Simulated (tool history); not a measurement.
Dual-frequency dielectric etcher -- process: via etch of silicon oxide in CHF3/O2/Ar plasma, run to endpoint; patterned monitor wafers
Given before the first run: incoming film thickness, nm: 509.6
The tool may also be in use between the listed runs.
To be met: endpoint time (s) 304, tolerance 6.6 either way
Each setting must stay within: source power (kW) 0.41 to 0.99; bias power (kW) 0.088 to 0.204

{"run": 1, "day": 0.0, "source power (kW)": 0.7, "bias power (kW)": 0.146, "endpoint time (s)": 246.48}
{"run": 2, "day": 0.354, "source power (kW)": 0.66, "bias power (kW)": 0.141, "endpoint time (s)": 252.6}
{"run": 3, "day": 0.508, "source power (kW)": 0.62, "bias power (kW)": 0.135, "endpoint time (s)": 265.75}
{"run": 4, "day": 0.638, "source power (kW)": 0.59, "bias power (kW)": 0.134, "endpoint time (s)": 263.81}
{"run": 5, "day": 0.938, "source power (kW)": 0.56, "bias power (kW)": 0.128, "endpoint time (s)": 278.09}
{"run": 6, "day": 1.079, "source power (kW)": 0.56, "bias power (kW)": 0.147, "endpoint time (s)": 260.71}
{"run": 7, "day": 1.379, "source power (kW)": 0.54, "bias power (kW)": 0.142, "endpoint time (s)": 268.48}
{"run": 8, "day": 1.604, "source power (kW)": 0.52, "bias power (kW)": 0.138, "endpoint time (s)": 274.77}
{"run": 9, "day": 1.958, "source power (kW)": 0.41, "bias power (kW)": 0.119, "endpoint time (s)": 315.77}
{"run": 10, "day": 2.062, "source power (kW)": 0.42, "bias power (kW)": 0.119, "endpoint time (s)": 313.82}
{"run": 11, "day": 2.183, "source power (kW)": 0.48, "bias power (kW)": 0.122, "endpoint time (s)": 296.62}

Which one of the following 4 next-run settings gets every result inside its allowed miss? There is exactly one.
{"run": "A", "day": 2.304, "source power (kW)": 0.49, "bias power (kW)": 0.123, "endpoint time (s)": "?"}
{"run": "B", "day": 2.304, "source power (kW)": 0.52, "bias power (kW)": 0.123, "endpoint time (s)": "?"}
{"run": "C", "day": 2.304, "source power (kW)": 0.57, "bias power (kW)": 0.116, "endpoint time (s)": "?"}
{"run": "D", "day": 2.304, "source power (kW)": 0.41, "bias power (kW)": 0.128, "endpoint time (s)": "?"}

move=A endpoint_time_(s)=291.54
move=B endpoint_time_(s)=285.9
move=C endpoint_time_(s)=283.24
move=D endpoint_time_(s)=304.16
A: further off than the last run
B: further off than the last run
C: further off than the last run
D: meets every target
The move that meets every target is D.
